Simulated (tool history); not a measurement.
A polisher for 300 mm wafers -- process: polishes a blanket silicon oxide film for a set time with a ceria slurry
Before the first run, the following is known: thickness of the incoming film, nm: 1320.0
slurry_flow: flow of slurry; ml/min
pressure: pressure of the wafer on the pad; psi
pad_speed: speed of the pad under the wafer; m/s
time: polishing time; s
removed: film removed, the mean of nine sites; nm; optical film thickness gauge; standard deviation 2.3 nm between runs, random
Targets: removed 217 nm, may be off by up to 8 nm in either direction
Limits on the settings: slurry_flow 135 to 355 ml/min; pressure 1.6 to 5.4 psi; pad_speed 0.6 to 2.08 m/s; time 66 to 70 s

| run | day | slurry_flow | pressure | pad_speed | time | removed |
|---|---|---|---|---|---|---|
| 1 | 0 | 225 | 3.5 | 1.34 | 66 | 458.63 |
| 2 | 0.25 | 225 | 3 | 1.26 | 66 | 373.88 |
| 3 | 0.604 | 225 | 2.6 | 1.2 | 66 | 312.28 |
| 4 | 0.662 | 200 | 2.6 | 1.2 | 66 | 306.61 |
| 5 | 1.029 | 150 | 2.6 | 1.2 | 66 | 301.36 |
| 6 | 1.062 | 150 | 2.6 | 1.34 | 66 | 317.62 |
| 7 | 1.233 | 150 | 2.3 | 1.32 | 66 | 282.75 |
| 8 | 1.6 | 150 | 2.3 | 1.32 | 66 | 279.45 |
| 9 | 1.888 | 150 | 2.1 | 1.32 | 66 | 261.27 |

Exercise: of the 4 proposed moves below, exactly one satisfies all targets within the stated allowed misses. Which move is it?
| A | 2.175 | 180 | 2.1 | 1.12 | 66 | ? |
| B | 2.175 | 135 | 1.8 | 1.4 | 68 | ? |
| C | 2.175 | 135 | 1.9 | 1.18 | 67 | ? |
| D | 2.175 | 140 | 2.8 | 1.34 | 70 | ? |

| move | removed |
|---|---|
| A | 231.73 |
| B | 228.91 |
| C | 209.59 |
| D | 350.6 |
A: nearer the targets than the last run, but a result is still out of spec
B: nearer the targets than the last run, but a result is still out of spec
C: every result within its allowed miss
D: lands further from the targets than the last run did
Go with C: it meets all targets.
